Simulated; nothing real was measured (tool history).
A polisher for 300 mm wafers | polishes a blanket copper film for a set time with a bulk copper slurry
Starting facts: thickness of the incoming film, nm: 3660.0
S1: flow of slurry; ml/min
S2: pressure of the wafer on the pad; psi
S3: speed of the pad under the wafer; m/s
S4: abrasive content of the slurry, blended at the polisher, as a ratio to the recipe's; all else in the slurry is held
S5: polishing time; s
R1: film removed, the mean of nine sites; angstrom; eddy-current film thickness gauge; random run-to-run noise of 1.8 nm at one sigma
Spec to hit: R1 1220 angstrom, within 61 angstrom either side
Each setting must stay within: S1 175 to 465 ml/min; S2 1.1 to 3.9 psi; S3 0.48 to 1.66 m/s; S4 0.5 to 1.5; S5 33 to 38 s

| run | hour | S1 | S2 | S3 | S4 | S5 | R1 |
|---|---|---|---|---|---|---|---|
| 1 | 0 | 295 | 2.5 | 1.06 | 1 | 38 | 3863.5 |
| 2 | 0.8 | 295 | 2.5 | 1.06 | 1.15 | 38 | 4018.5 |
| 3 | 2 | 290 | 2.1 | 0.86 | 1.1 | 36 | 2584.2 |
| 4 | 6 | 290 | 1.8 | 0.76 | 1.1 | 36 | 1945.4 |
| 5 | 13.3 | 325 | 1.8 | 0.76 | 1.1 | 36 | 1959.5 |
| 6 | 19.3 | 325 | 1.6 | 0.72 | 1.1 | 36 | 1664.5 |
| 7 | 25.1 | 325 | 1.4 | 0.7 | 1.1 | 36 | 1453.2 |
| 8 | 26.4 | 325 | 1.3 | 0.7 | 1.1 | 36 | 1290.1 |

Next run, 5 choices. One meets every target within its allowed miss, the rest don't. Which?
| A | 27.7 | 330 | 1.3 | 0.74 | 1.1 | 35 | ? |
| B | 27.7 | 300 | 1.4 | 0.6 | 1.2 | 38 | ? |
| C | 27.7 | 380 | 1.2 | 0.74 | 1.25 | 37 | ? |
| D | 27.7 | 335 | 1.4 | 0.66 | 1.1 | 37 | ? |
| E | 27.7 | 310 | 1.3 | 0.72 | 0.9 | 33 | ? |

| move | R1 |
|---|---|
| A | 1353 |
| B | 1302.9 |
| C | 1379.2 |
| D | 1377.2 |
| E | 1184.5 |
A: its largest miss is bigger than the last run's
B: its largest miss is bigger than the last run's
C: its largest miss is bigger than the last run's
D: its largest miss is bigger than the last run's
E: every result lands within tolerance
E meets every target.
